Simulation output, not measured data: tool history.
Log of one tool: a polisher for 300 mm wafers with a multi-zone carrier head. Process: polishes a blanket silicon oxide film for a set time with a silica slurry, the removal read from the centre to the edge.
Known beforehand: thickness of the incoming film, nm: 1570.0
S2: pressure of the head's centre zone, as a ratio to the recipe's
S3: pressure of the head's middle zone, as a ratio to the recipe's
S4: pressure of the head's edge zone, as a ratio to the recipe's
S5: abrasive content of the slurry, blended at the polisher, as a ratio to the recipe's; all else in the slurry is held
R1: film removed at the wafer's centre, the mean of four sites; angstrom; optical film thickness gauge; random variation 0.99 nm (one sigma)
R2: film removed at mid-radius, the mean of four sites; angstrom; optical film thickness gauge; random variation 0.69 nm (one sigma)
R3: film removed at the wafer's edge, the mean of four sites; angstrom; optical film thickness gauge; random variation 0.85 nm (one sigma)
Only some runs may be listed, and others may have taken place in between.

Run 1, hour 0: flow of slurry (ml/min) 205, S2 1, S3 1, S4 1, S5 1, polishing time (s) 36. Result: R1 2015.5 angstrom, R2 2011.7 angstrom, R3 1938.9 angstrom.
Run 2, hour 8.7: flow of slurry (ml/min) 175, S2 0.94, S3 0.95, S4 0.95, S5 0.85, polishing time (s) 29. Result: R1 1325.1 angstrom, R2 1323.2 angstrom, R3 1347.5 angstrom.
Run 3, hour 17.2: flow of slurry (ml/min) 175, S2 0.94, S3 0.95, S4 0.95, S5 0.85, polishing time (s) 37. Result: R1 1648.9 angstrom, R2 1693.2 angstrom, R3 1712 angstrom.
Run 4, hour 23.7: flow of slurry (ml/min) 175, S2 0.94, S3 0.95, S4 0.95, S5 0.85, polishing time (s) 29. Result: R1 1284.6 angstrom, R2 1345.1 angstrom, R3 1327.2 angstrom.
Run 5, hour 27.7: flow of slurry (ml/min) 170, S2 0.91, S3 0.92, S4 0.91, S5 0.75, polishing time (s) 26. Result: R1 1028.6 angstrom, R2 1034 angstrom, R3 1029 angstrom.
Run 6, hour 33.8: flow of slurry (ml/min) 170, S2 0.95, S3 0.92, S4 0.91, S5 0.75, polishing time (s) 26. Result: R1 1045.3 angstrom, R2 1025.9 angstrom, R3 1045.3 angstrom.
Run 7, hour 40.3: flow of slurry (ml/min) 170, S2 0.95, S3 0.92, S4 0.91, S5 0.75, polishing time (s) 26. Result: R1 1031.6 angstrom, R2 1036.6 angstrom, R3 1049.9 angstrom.

Run 8 is up next; what results do you expect?
Run 8, hour 43.8: flow of slurry (ml/min) 155, S2 0.85, S3 0.87, S4 0.85, S5 0.5, polishing time (s) 20. Result: R1 ?, R2 ?, R3 ?.

{"run 8": {"R1": 386.25, "R2": 400.6, "R3": 408.12}}
